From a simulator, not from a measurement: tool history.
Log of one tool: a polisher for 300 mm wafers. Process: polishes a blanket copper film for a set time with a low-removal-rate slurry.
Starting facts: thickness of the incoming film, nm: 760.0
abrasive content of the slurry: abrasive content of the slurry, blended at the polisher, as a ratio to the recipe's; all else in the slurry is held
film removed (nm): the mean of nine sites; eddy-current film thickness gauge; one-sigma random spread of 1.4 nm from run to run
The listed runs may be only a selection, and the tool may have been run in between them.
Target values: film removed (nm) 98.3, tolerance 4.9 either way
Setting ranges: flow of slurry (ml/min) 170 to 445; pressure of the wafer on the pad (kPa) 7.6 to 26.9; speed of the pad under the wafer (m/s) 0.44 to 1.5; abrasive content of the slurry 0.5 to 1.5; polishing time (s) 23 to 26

| run | hour | flow of slurry (ml/min) | pressure of the wafer on the pad (kPa) | speed of the pad under the wafer (m/s) | abrasive content of the slurry | polishing time (s) | film removed (nm) |
|---|---|---|---|---|---|---|---|
| 1 | 0 | 285 | 17.2 | 0.96 | 1 | 26 | 63.914 |
| 2 | 8.6 | 330 | 17.2 | 0.96 | 1 | 26 | 64.593 |
| 3 | 14.5 | 330 | 18.6 | 0.96 | 1 | 26 | 68.971 |
| 4 | 22.4 | 330 | 20 | 0.96 | 1 | 26 | 74.985 |
| 5 | 23.7 | 330 | 20 | 0.96 | 1 | 26 | 73.392 |
| 6 | 29.5 | 330 | 20.7 | 0.96 | 1 | 26 | 76.868 |
| 7 | 35.3 | 330 | 20.7 | 0.96 | 1 | 26 | 76.398 |
| 8 | 37.4 | 330 | 21.4 | 0.96 | 1 | 26 | 79.16 |
| 9 | 38.7 | 330 | 21.4 | 0.96 | 1 | 26 | 78.601 |
| 10 | 45.7 | 330 | 22.1 | 0.96 | 1 | 26 | 82.356 |

Which of these 5 next moves meets every target?
| A | 52.7 | 295 | 25.5 | 1.16 | 1 | 26 | ? |
| B | 52.7 | 360 | 24.1 | 1.14 | 1.05 | 26 | ? |
| C | 52.7 | 345 | 26.2 | 1.08 | 1.1 | 26 | ? |
| D | 52.7 | 280 | 25.5 | 1.16 | 0.9 | 26 | ? |
| E | 52.7 | 350 | 22.8 | 1.06 | 1.15 | 26 | ? |

| move | film removed (nm) |
|---|---|
| A | 111.85 |
| B | 107.74 |
| C | 111.58 |
| D | 108.27 |
| E | 96.645 |
A: the result that was furthest off in the last run now lies on the other side of its target
B: the result that was furthest off in the last run now lies on the other side of its target
C: the result that was furthest off in the last run now lies on the other side of its target
D: the result that was furthest off in the last run now lies on the other side of its target
E: meets every target
Answer: E
